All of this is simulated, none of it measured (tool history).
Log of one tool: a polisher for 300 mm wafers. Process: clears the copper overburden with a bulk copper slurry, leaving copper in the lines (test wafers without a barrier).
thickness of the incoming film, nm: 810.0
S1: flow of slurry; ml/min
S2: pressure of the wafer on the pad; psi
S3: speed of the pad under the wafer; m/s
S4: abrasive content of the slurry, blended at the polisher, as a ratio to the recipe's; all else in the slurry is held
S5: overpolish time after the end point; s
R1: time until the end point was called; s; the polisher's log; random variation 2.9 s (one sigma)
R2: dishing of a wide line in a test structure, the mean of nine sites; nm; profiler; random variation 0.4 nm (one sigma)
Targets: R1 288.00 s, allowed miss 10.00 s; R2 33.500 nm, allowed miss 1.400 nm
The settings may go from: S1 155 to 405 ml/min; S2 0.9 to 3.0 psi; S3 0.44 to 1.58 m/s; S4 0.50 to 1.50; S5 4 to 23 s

run	hour	S1	S2	S3	S4	S5	R1	R2
1	0.0	260	1.9	1.00	1.00	12	147.32	37.693
2	4.7	260	1.8	0.98	1.00	13	155.11	38.245
3	6.8	260	1.5	0.98	1.00	13	184.45	33.557
4	9.8	260	1.5	0.74	1.00	13	223.75	28.690
5	12.7	260	1.4	0.74	1.00	14	244.72	28.718
6	15.4	260	1.4	0.74	1.00	15	236.97	31.102
7	24.2	250	0.9	0.72	1.00	20	364.04	25.947
8	30.4	260	0.9	0.72	1.00	20	369.54	25.900
9	36.3	260	1.0	0.72	1.00	20	334.14	28.967
10	38.7	270	1.0	0.72	1.00	20	337.17	27.945
11	39.6	275	1.1	0.72	1.00	20	301.47	30.993
12	45.3	280	1.1	0.72	1.00	20	297.91	31.008
13	46.9	290	1.1	0.72	1.00	21	304.07	32.725
14	51.5	290	1.2	0.72	1.00	21	279.07	34.386
15	57.0	285	1.2	0.72	1.00	21	276.81	34.284

Which of these 5 next moves meets every target?
A	62.5	405	1.2	0.70	1.15	18	?	?
B	62.5	305	1.2	0.68	1.00	21	?	?
C	62.5	275	1.6	0.52	1.00	18	?	?
D	62.5	335	1.4	0.62	0.95	19	?	?
E	62.5	310	1.1	0.92	0.90	20	?	?

move	R1	R2
A	262.58	31.540
B	286.69	33.180
C	257.96	32.704
D	264.12	33.153
E	264.40	33.719
A: further off than the last run
B: meets every target
C: further off than the last run
D: further off than the last run
E: further off than the last run
The right move is B.

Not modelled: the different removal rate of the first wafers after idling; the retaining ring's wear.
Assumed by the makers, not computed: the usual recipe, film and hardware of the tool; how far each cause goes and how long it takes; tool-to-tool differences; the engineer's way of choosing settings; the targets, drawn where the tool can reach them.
